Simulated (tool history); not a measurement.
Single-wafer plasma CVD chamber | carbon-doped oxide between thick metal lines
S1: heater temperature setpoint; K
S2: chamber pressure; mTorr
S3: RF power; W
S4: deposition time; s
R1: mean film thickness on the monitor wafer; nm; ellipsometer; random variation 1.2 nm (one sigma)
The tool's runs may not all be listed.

| run | hour | S1 | S2 | S3 | S4 | R1 |
|---|---|---|---|---|---|---|
| 1 | 0 | 613.15 | 5810 | 535 | 114.4 | 661.54 |
| 2 | 5.9 | 617.15 | 5350 | 510 | 114.4 | 616.72 |
| 3 | 11.2 | 617.15 | 5350 | 575 | 114.4 | 672.68 |
| 4 | 15.8 | 621.15 | 4850 | 555 | 114.4 | 639.12 |
| 5 | 19.7 | 621.15 | 4850 | 555 | 114.4 | 639.38 |
| 6 | 22 | 621.15 | 4850 | 555 | 114.4 | 637.17 |
| 7 | 30.9 | 624.15 | 4490 | 540 | 114.4 | 612.89 |
| 8 | 36.7 | 627.15 | 4220 | 530 | 114.4 | 590.89 |
| 9 | 43.1 | 629.15 | 4030 | 525 | 114.4 | 579.82 |
| 10 | 48.8 | 631.15 | 3910 | 525 | 114.4 | 576.62 |
|  | 53.3 | capacitance manometer re-zeroed and calibrated |
| 11 | 53.3 | 632.15 | 3790 | 525 | 114.4 | 575.92 |
| 12 | 59.3 | 635.15 | 3520 | 500 | 114.4 | 543.41 |

Run 13 comes next. What will it give?
| 13 | 67.5 | 634.15 | 3590 | 500 | 114.4 | ? |

{"run 13": {"R1": 547.24}}
